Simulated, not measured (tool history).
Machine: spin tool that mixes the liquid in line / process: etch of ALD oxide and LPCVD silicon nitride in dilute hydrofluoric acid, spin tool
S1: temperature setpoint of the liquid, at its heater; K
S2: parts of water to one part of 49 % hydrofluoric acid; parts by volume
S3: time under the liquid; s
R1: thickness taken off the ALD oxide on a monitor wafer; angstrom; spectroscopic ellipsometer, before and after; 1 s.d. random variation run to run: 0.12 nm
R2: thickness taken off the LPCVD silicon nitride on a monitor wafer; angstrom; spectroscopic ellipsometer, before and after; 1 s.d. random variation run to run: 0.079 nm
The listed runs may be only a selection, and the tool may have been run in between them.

run	hour	S1	S2	S3	R1	R2
1	0	295.15	90	70	83.254	3.9168
2	8.7	296.15	85	70	92.826	4.4417
3	15.4	297.15	80	70	103.31	5.0896
4	20.1	297.65	75	70	112.33	5.5873
5	28.8	298.15	70	70	123.77	6.1239
6	35.3	298.15	90	70	93.55	4.4956
7	41.4	298.65	85	70	102.42	5.4302
8	44.7	299.15	80	70	111.95	5.978

Expected results for the next run?
9	48	299.65	75	70	?	?

{"run 9": {"R1": 120.49, "R2": 5.7438}}
